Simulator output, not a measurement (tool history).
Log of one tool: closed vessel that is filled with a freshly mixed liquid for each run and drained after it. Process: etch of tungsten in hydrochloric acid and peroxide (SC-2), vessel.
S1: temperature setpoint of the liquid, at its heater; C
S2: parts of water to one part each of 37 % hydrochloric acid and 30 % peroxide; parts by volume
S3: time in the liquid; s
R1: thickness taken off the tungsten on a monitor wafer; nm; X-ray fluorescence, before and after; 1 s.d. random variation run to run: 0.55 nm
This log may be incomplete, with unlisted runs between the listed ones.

{"run": 1, "hour": 0.0, "S1": 58, "S2": 9, "S3": 85, "R1": 40.826}
{"run": 2, "hour": 7.1, "S1": 58, "S2": 9, "S3": 85, "R1": 40.323}
{"run": 3, "hour": 14.7, "S1": 60, "S2": 9, "S3": 85, "R1": 45.848}
{"run": 4, "hour": 20.5, "S1": 60, "S2": 7, "S3": 85, "R1": 56.888}
{"run": 5, "hour": 22.6, "S1": 60, "S2": 9, "S3": 85, "R1": 46.617}
{"run": 6, "hour": 29.9, "S1": 60, "S2": 11, "S3": 85, "R1": 38.597}
{"run": 7, "hour": 38.5, "S1": 60, "S2": 11, "S3": 85, "R1": 39.136}

Run 8 has not been measured yet. What should we expect?
{"run": 8, "hour": 47.6, "S1": 62, "S2": 11, "S3": 85, "R1": "?"}

R1: 44.099 nm
